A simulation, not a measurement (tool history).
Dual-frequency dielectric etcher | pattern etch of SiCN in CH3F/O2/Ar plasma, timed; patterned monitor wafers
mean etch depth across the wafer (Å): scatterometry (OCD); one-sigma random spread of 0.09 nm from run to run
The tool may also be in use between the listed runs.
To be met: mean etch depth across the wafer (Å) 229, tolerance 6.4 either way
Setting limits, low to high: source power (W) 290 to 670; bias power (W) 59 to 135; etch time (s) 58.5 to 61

run	day	source power (W)	bias power (W)	etch time (s)	mean etch depth across the wafer (Å)
1	0	480	97	58.5	273.24
2	0.042	560	97	58.5	286.03
3	0.279	520	90	58.5	274.25
4	0.533	520	90	61	286.36
5	0.658	490	84	60.5	272.75
6	0.875	460	79	60	261.15
7	0.996	440	75	60	255.56
8	1.133	420	72	60	247.01
9	1.288	420	72	60	248.78
10	1.417	400	70	60	241.28
11	1.792	390	69	60	239.4
12	2.108	380	68	60	237.18

Which single option among these 5 for the next run brings every result within its allowed miss of target? Just one does.
A	2.425	430	74	60	?
B	2.425	430	76	59.5	?
C	2.425	400	78	59.5	?
D	2.425	470	70	59	?
E	2.425	360	66	59.5	?

move	mean etch depth across the wafer (Å)
A	251.14
B	251.07
C	248.35
D	248.76
E	229.97
A: the biggest miss grows against the last run
B: the biggest miss grows against the last run
C: the biggest miss grows against the last run
D: the biggest miss grows against the last run
E: in spec on every target
E is the move that brings every result within its allowed miss.

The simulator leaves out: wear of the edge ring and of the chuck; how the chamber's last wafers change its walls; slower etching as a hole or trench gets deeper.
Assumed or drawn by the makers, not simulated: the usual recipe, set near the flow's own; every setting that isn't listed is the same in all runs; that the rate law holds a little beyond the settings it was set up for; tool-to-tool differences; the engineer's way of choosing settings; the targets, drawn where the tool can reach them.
